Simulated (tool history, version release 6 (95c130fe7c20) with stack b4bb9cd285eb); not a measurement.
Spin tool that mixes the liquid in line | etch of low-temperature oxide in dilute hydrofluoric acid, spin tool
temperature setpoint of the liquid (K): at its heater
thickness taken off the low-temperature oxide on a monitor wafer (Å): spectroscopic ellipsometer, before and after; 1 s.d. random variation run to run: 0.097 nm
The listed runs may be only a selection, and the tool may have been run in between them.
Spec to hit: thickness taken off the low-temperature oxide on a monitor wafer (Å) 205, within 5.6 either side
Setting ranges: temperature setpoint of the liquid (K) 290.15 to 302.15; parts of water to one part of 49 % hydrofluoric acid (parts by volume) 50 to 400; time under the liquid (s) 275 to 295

| run | hour | temperature setpoint of the liquid (K) | parts of water to one part of 49 % hydrofluoric acid (parts by volume) | time under the liquid (s) | thickness taken off the low-temperature oxide on a monitor wafer (Å) |
|---|---|---|---|---|---|
| 1 | 0 | 294.15 | 225 | 275 | 314.5 |
| 2 | 1.4 | 294.15 | 275 | 275 | 245.31 |
| 3 | 5.7 | 294.15 | 205 | 275 | 351.09 |
| 4 | 11.8 | 294.15 | 205 | 295 | 379.44 |
| 5 | 15 | 294.15 | 205 | 275 | 348.26 |
| 6 | 15.8 | 294.15 | 170 | 275 | 439.95 |
| 7 | 19.1 | 290.15 | 260 | 275 | 226.89 |
| 8 | 23.7 | 290.15 | 260 | 275 | 225.05 |

Which single option among these 4 for the next run brings every result within its allowed miss of target? Just one does.
| A | 28.3 | 290.15 | 295 | 275 | ? |
| B | 28.3 | 290.65 | 250 | 295 | ? |
| C | 28.3 | 290.15 | 295 | 290 | ? |
| D | 28.3 | 291.65 | 295 | 295 | ? |

| move | thickness taken off the low-temperature oxide on a monitor wafer (Å) |
|---|---|
| A | 192.07 |
| B | 257.6 |
| C | 202.55 |
| D | 218 |
A: moves the result that the last run missed by most past its target, out the other side
B: moves away from the targets compared with the last run
C: meets every target
D: an improvement on the last run, though not all results are within tolerance
So the answer is move C, the one that meets all the targets.
